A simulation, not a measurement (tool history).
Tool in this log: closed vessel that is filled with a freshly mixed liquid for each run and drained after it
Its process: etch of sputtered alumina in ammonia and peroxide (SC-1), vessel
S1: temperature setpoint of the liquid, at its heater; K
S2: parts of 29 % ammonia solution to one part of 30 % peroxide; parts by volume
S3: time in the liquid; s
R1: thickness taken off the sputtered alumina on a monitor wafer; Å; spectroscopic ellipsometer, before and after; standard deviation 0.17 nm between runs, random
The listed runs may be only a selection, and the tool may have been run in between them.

run 1 hour=0 | S1=331.15 S2=1 S3=90 | R1=131.14
run 2 hour=2.9 | S1=328.15 S2=1 S3=90 | R1=108.47
run 3 hour=5.5 | S1=330.65 S2=1 S3=90 | R1=126.81
run 4 hour=6.9 | S1=330.65 S2=1.2 S3=90 | R1=128.04
run 5 hour=8.6 | S1=336.65 S2=1.2 S3=90 | R1=173.99
run 6 hour=13.1 | S1=342.65 S2=1.2 S3=90 | R1=232.61
run 7 hour=21.5 | S1=342.15 S2=1.2 S3=90 | R1=226.9

For run 8, what comes out?
run 8 hour=22.5 | S1=341.65 S2=1.2 S3=90 | R1=?

{"run 8": {"R1": 222.01}}

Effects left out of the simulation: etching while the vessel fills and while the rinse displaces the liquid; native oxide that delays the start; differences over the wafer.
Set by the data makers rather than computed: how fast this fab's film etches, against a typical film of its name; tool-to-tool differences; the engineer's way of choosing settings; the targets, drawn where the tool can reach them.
